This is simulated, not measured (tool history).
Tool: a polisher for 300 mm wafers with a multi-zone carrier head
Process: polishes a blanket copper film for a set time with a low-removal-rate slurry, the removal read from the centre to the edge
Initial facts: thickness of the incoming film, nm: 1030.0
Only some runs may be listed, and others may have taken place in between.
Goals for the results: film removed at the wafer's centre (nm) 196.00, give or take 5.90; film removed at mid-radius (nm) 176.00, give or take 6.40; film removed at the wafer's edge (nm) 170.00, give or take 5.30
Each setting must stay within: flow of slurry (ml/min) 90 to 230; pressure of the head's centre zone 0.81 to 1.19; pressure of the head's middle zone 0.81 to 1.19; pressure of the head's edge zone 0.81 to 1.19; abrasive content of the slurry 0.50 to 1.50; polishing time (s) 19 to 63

| run | hour | flow of slurry (ml/min) | pressure of the head's centre zone | pressure of the head's middle zone | pressure of the head's edge zone | abrasive content of the slurry | polishing time (s) | film removed at the wafer's centre (nm) | film removed at mid-radius (nm) | film removed at the wafer's edge (nm) |
|---|---|---|---|---|---|---|---|---|---|---|
| 1 | 0.0 | 150 | 1.00 | 1.00 | 1.00 | 1.00 | 41 | 137.53 | 134.39 | 132.10 |
| 2 | 2.3 | 165 | 1.04 | 1.03 | 1.04 | 1.15 | 41 | 150.78 | 144.04 | 143.75 |
| 3 | 7.2 | 180 | 1.09 | 1.07 | 1.06 | 1.20 | 41 | 160.56 | 154.52 | 146.53 |
| 4 | 14.8 | 190 | 1.12 | 1.07 | 1.08 | 1.30 | 41 | 170.24 | 156.25 | 148.37 |
| 5 | 22.8 | 165 | 1.12 | 1.07 | 1.08 | 1.30 | 41 | 164.11 | 151.42 | 145.99 |
| 6 | 23.4 | 180 | 1.13 | 1.08 | 1.11 | 1.35 | 42 | 176.26 | 164.70 | 155.88 |
| 7 | 28.9 | 190 | 1.14 | 1.07 | 1.13 | 1.40 | 42 | 178.81 | 162.99 | 155.56 |
| 8 | 34.8 | 190 | 1.14 | 1.07 | 1.14 | 1.45 | 43 | 185.94 | 168.33 | 161.90 |
| 9 | 38.0 | 195 | 1.14 | 1.07 | 1.15 | 1.45 | 43 | 188.24 | 168.88 | 163.32 |
| 10 | 40.9 | 200 | 1.14 | 1.07 | 1.16 | 1.45 | 43 | 187.66 | 169.75 | 166.22 |
| 11 | 49.2 | 205 | 1.15 | 1.07 | 1.16 | 1.45 | 43 | 188.31 | 170.29 | 166.09 |

Exercise: of the 4 proposed moves below, exactly one satisfies all targets within the stated allowed misses. Which move is it?
| A | 57.5 | 175 | 1.18 | 0.99 | 1.14 | 1.45 | 49 | ? | ? | ? |
| B | 57.5 | 180 | 1.15 | 1.07 | 1.14 | 1.50 | 45 | ? | ? | ? |
| C | 57.5 | 185 | 1.16 | 1.17 | 1.16 | 1.35 | 45 | ? | ? | ? |
| D | 57.5 | 190 | 1.18 | 0.98 | 1.19 | 1.45 | 44 | ? | ? | ? |

| move | film removed at the wafer's centre (nm) | film removed at mid-radius (nm) | film removed at the wafer's edge (nm) |
|---|---|---|---|
| A | 215.15 | 176.77 | 184.35 |
| B | 195.06 | 175.23 | 170.93 |
| C | 193.66 | 185.67 | 168.63 |
| D | 196.19 | 159.59 | 169.81 |
A: carries the result that was furthest off beyond its target, to the other side
B: every result within its allowed miss
C: puts the biggest miss on target and leaves a different result outside tolerance
D: puts the biggest miss on target and leaves a different result outside tolerance
The right move is B.
